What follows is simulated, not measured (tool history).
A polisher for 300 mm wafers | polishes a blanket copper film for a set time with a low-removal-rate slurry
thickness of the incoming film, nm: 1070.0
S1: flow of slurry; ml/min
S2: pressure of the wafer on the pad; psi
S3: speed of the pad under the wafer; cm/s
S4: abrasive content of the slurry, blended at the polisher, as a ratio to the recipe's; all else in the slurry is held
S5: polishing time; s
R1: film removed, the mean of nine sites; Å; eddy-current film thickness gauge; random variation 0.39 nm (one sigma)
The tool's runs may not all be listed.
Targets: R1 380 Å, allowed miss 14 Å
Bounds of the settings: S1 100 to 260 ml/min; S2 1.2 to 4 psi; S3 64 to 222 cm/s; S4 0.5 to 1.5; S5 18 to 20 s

run,hour,S1,S2,S3,S4,S5,R1
1,0,165,2.6,142,1,20,765.23
2,6.9,165,2.6,142,1,18,693.63
3,9.9,160,2.2,140,1,18,576.78
4,12.5,160,2.2,116,1,18,495.89
5,18.3,160,2.8,116,1,18,638.35
6,22,155,2.4,116,1,18,528.7
7,29.6,145,2.2,116,1,18,488.52
8,33.5,145,2,116,1,18,442.32
9,36.4,140,1.9,116,1,18,425.08
10,44.7,135,1.8,116,1,18,411.56

4 next moves are on the table. One of them brings every result within its allowed miss. Which?
A,53,100,1.7,110,0.8,19,?
B,53,110,1.8,100,1.1,19,?
C,53,160,1.6,104,1.15,18,?
D,53,150,1.5,120,1.15,18,?

move,R1
A,357.71
B,374.77
C,343.93
D,360.44
A: takes the result that was furthest off past its target
B: meets every target
C: takes the result that was furthest off past its target
D: takes the result that was furthest off past its target
The right move is B.

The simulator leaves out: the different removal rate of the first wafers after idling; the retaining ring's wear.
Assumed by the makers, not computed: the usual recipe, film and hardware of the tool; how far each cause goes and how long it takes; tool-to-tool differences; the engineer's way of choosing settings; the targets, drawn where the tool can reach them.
